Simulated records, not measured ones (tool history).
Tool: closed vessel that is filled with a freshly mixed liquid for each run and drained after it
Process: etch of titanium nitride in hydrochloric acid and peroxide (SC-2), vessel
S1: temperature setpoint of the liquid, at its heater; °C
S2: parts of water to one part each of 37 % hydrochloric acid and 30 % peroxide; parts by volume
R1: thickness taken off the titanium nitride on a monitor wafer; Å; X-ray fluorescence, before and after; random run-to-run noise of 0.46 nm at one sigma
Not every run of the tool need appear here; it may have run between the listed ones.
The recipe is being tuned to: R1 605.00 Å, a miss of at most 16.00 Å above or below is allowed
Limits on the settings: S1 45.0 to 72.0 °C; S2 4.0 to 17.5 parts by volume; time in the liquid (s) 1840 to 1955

run 1 day=0.000 | S1=61.0 S2=9.5 time_in_the_liquid_(s)=1840 | R1=834.65
run 2 day=0.246 | S1=65.0 S2=9.5 time_in_the_liquid_(s)=1840 | R1=1064.50
run 3 day=0.467 | S1=65.0 S2=12.0 time_in_the_liquid_(s)=1840 | R1=873.90
run 4 day=0.796 | S1=65.0 S2=9.0 time_in_the_liquid_(s)=1840 | R1=1123.40
run 5 day=0.892 | S1=65.0 S2=9.0 time_in_the_liquid_(s)=1840 | R1=1109.90
run 6 day=1.242 | S1=63.0 S2=9.0 time_in_the_liquid_(s)=1840 | R1=980.15
run 7 day=1.600 | S1=61.5 S2=9.0 time_in_the_liquid_(s)=1840 | R1=905.47
run 8 day=1.812 | S1=60.0 S2=9.0 time_in_the_liquid_(s)=1840 | R1=818.59
run 9 day=1.867 | S1=59.0 S2=9.0 time_in_the_liquid_(s)=1840 | R1=757.25
run 10 day=2.042 | S1=58.5 S2=9.0 time_in_the_liquid_(s)=1840 | R1=745.96
run 11 day=2.129 | S1=58.0 S2=9.0 time_in_the_liquid_(s)=1840 | R1=711.31
run 12 day=2.200 | S1=57.5 S2=9.0 time_in_the_liquid_(s)=1840 | R1=696.24
run 13 day=2.362 | S1=57.0 S2=9.0 time_in_the_liquid_(s)=1840 | R1=674.64
run 14 day=2.421 | S1=57.0 S2=9.0 time_in_the_liquid_(s)=1840 | R1=671.43
run 15 day=2.567 | S1=56.5 S2=9.0 time_in_the_liquid_(s)=1840 | R1=653.47

Which single option among these 5 for the next run brings every result within its allowed miss of target? Just one does.
run A day=2.712 | S1=54.5 S2=8.0 time_in_the_liquid_(s)=1870 | R1=?
run B day=2.712 | S1=56.0 S2=9.5 time_in_the_liquid_(s)=1855 | R1=?
run C day=2.712 | S1=53.0 S2=7.5 time_in_the_liquid_(s)=1935 | R1=?
run D day=2.712 | S1=55.5 S2=8.0 time_in_the_liquid_(s)=1890 | R1=?
run E day=2.712 | S1=53.0 S2=7.0 time_in_the_liquid_(s)=1910 | R1=?

move=A R1=638.76
move=B R1=607.01
move=C R1=630.97
move=D R1=688.71
move=E R1=657.42
A: an improvement on the last run, though not all results are within tolerance
B: all results in spec
C: an improvement on the last run, though not all results are within tolerance
D: its largest miss is bigger than the last run's
E: its largest miss is bigger than the last run's
Correct choice: B, which meets every target
